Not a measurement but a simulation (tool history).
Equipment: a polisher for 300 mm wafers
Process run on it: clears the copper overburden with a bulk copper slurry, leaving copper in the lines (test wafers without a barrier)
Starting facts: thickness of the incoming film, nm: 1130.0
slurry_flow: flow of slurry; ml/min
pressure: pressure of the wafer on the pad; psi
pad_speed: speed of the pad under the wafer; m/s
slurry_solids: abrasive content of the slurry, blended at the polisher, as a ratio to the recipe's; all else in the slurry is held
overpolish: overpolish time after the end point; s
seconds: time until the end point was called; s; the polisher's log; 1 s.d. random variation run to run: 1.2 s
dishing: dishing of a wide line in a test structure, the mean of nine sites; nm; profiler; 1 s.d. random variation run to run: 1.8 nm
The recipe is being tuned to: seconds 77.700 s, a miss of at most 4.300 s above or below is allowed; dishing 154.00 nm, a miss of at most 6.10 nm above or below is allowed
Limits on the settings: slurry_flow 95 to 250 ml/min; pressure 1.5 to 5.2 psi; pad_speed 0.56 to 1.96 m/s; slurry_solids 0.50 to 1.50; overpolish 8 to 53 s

Run 1, day 0.000: slurry_flow 160 ml/min, pressure 3.3 psi, pad_speed 1.26 m/s, slurry_solids 1.00, overpolish 27 s. Result: seconds 103.480 s, dishing 136.86 nm.
Run 2, day 0.229: slurry_flow 160 ml/min, pressure 3.5 psi, pad_speed 1.26 m/s, slurry_solids 1.00, overpolish 26 s. Result: seconds 97.420 s, dishing 142.95 nm.
Run 3, day 0.308: slurry_flow 185 ml/min, pressure 3.5 psi, pad_speed 1.26 m/s, slurry_solids 1.00, overpolish 26 s. Result: seconds 96.033 s, dishing 141.66 nm.
Run 4, day 0.558: slurry_flow 185 ml/min, pressure 3.5 psi, pad_speed 1.14 m/s, slurry_solids 1.00, overpolish 26 s. Result: seconds 105.890 s, dishing 136.72 nm.
Run 5, day 0.821: slurry_flow 150 ml/min, pressure 3.5 psi, pad_speed 1.14 m/s, slurry_solids 1.00, overpolish 26 s. Result: seconds 107.790 s, dishing 133.95 nm.
Run 6, day 1.104: slurry_flow 150 ml/min, pressure 3.5 psi, pad_speed 1.14 m/s, slurry_solids 1.10, overpolish 26 s. Result: seconds 109.850 s, dishing 135.64 nm.
Run 7, day 1.217: slurry_flow 170 ml/min, pressure 4.5 psi, pad_speed 1.20 m/s, slurry_solids 1.05, overpolish 20 s. Result: seconds 80.193 s, dishing 141.38 nm.
Run 8, day 1.242: slurry_flow 170 ml/min, pressure 4.5 psi, pad_speed 1.20 m/s, slurry_solids 1.05, overpolish 21 s. Result: seconds 80.935 s, dishing 148.07 nm.

Which one of the following 5 next-run settings gets every result inside its allowed miss? There is exactly one.
Run A, day 1.267: slurry_flow 150 ml/min, pressure 4.0 psi, pad_speed 1.24 m/s, slurry_solids 1.45, overpolish 21 s. Result: seconds ?, dishing ?.
Run B, day 1.267: slurry_flow 145 ml/min, pressure 4.3 psi, pad_speed 1.26 m/s, slurry_solids 1.25, overpolish 20 s. Result: seconds ?, dishing ?.
Run C, day 1.267: slurry_flow 180 ml/min, pressure 4.8 psi, pad_speed 1.22 m/s, slurry_solids 1.05, overpolish 16 s. Result: seconds ?, dishing ?.
Run D, day 1.267: slurry_flow 195 ml/min, pressure 5.2 psi, pad_speed 0.88 m/s, slurry_solids 1.25, overpolish 27 s. Result: seconds ?, dishing ?.
Run E, day 1.267: slurry_flow 125 ml/min, pressure 4.9 psi, pad_speed 1.28 m/s, slurry_solids 0.90, overpolish 22 s. Result: seconds ?, dishing ?.

move  seconds  dishing
   A   84.743   143.41
   B   81.215   144.68
   C   74.920   135.43
   D   84.578   170.59
   E   78.534   158.30
A: its largest miss is bigger than the last run's
B: its largest miss is bigger than the last run's
C: its largest miss is bigger than the last run's
D: moves the result that the last run missed by most past its target, out the other side
E: all results in spec
The right move is E.
